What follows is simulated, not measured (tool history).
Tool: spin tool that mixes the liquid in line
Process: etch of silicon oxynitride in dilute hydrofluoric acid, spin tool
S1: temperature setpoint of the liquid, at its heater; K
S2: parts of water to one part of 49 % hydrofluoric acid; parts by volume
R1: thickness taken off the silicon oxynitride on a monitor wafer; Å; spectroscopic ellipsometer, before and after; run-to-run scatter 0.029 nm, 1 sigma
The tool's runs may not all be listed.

{"run": 1, "hour": 0.0, "S1": 298.15, "S2": 140, "time under the liquid (s)": 40, "R1": 4.3065}
{"run": 2, "hour": 2.0, "S1": 298.65, "S2": 125, "time under the liquid (s)": 40, "R1": 4.8292}
{"run": 3, "hour": 3.8, "S1": 298.65, "S2": 125, "time under the liquid (s)": 40, "R1": 4.8733}
{"run": 4, "hour": 8.6, "S1": 298.65, "S2": 145, "time under the liquid (s)": 40, "R1": 4.1808}
{"run": 5, "hour": 14.1, "S1": 296.15, "S2": 145, "time under the liquid (s)": 40, "R1": 3.7776}
{"run": 6, "hour": 19.3, "S1": 296.15, "S2": 120, "time under the liquid (s)": 40, "R1": 4.5847}
{"run": 7, "hour": 25.8, "S1": 296.15, "S2": 120, "time under the liquid (s)": 40, "R1": 4.6036}
{"run": 8, "hour": 32.3, "S1": 297.15, "S2": 110, "time under the liquid (s)": 40, "R1": 5.1819}
{"run": 9, "hour": 38.3, "S1": 298.15, "S2": 100, "time under the liquid (s)": 40, "R1": 6.0156}
{"run": 10, "hour": 44.7, "S1": 298.65, "S2": 90, "time under the liquid (s)": 40, "R1": 7.2187}
{"run": 11, "hour": 51.5, "S1": 299.15, "S2": 85, "time under the liquid (s)": 40, "R1": 7.3401}
{"run": 12, "hour": 59.3, "S1": 299.65, "S2": 80, "time under the liquid (s)": 40, "R1": 8.3462}
{"run": 13, "hour": 66.1, "S1": 300.15, "S2": 80, "time under the liquid (s)": 40, "R1": 8.6547}
{"run": 14, "hour": 72.2, "S1": 304.15, "S2": 40, "time under the liquid (s)": 40, "R1": 21.206}
{"run": 15, "hour": 74.4, "S1": 303.65, "S2": 40, "time under the liquid (s)": 40, "R1": 20.793}
{"run": 16, "hour": 82.6, "S1": 303.15, "S2": 40, "time under the liquid (s)": 40, "R1": 20.281}
{"run": 17, "hour": 86.8, "S1": 302.65, "S2": 40, "time under the liquid (s)": 40, "R1": 19.311}
{"run": 18, "hour": 92.1, "S1": 302.15, "S2": 40, "time under the liquid (s)": 40, "R1": 18.396}
{"run": 19, "hour": 94.2, "S1": 301.65, "S2": 40, "time under the liquid (s)": 40, "R1": 18.824}
{"run": 20, "hour": 95.7, "S1": 301.15, "S2": 40, "time under the liquid (s)": 40, "R1": 18.524}

Run 21 is up next; what results do you expect?
{"run": 21, "hour": 104.0, "S1": 300.65, "S2": 40, "time under the liquid (s)": 40, "R1": "?"}

R1: 18.826 Å

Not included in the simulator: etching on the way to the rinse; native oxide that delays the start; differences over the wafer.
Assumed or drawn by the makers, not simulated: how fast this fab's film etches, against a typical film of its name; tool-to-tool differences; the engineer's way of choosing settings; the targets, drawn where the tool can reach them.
